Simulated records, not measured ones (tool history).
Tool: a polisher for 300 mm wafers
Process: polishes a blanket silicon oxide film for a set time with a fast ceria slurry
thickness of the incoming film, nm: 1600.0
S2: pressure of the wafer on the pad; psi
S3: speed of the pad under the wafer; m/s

run 1 hour=0 | flow_of_slurry_(ml/min)=195 S2=2.6 S3=0.86 polishing_time_(s)=31 | film_removed_(Å)=3091.1
run 2 hour=5.4 | flow_of_slurry_(ml/min)=195 S2=2.6 S3=0.86 polishing_time_(s)=31 | film_removed_(Å)=3034.8
run 3 hour=6.5 | flow_of_slurry_(ml/min)=190 S2=2.2 S3=0.86 polishing_time_(s)=31 | film_removed_(Å)=2546.3
run 4 hour=11.7 | flow_of_slurry_(ml/min)=155 S2=2.2 S3=0.86 polishing_time_(s)=31 | film_removed_(Å)=2513.5
run 5 hour=12.2 | flow_of_slurry_(ml/min)=155 S2=2 S3=0.86 polishing_time_(s)=31 | film_removed_(Å)=2252
run 6 hour=20.3 | flow_of_slurry_(ml/min)=205 S2=2 S3=0.86 polishing_time_(s)=31 | film_removed_(Å)=2392.7
run 7 hour=23.1 | flow_of_slurry_(ml/min)=195 S2=1.9 S3=0.86 polishing_time_(s)=31 | film_removed_(Å)=2271.9

The next listed run, before its measurement:
run 8 hour=28 | flow_of_slurry_(ml/min)=185 S2=1.8 S3=0.86 polishing_time_(s)=31 | film_removed_(Å)=?

{"run 8": {"film removed (Å)": 2105.9}}
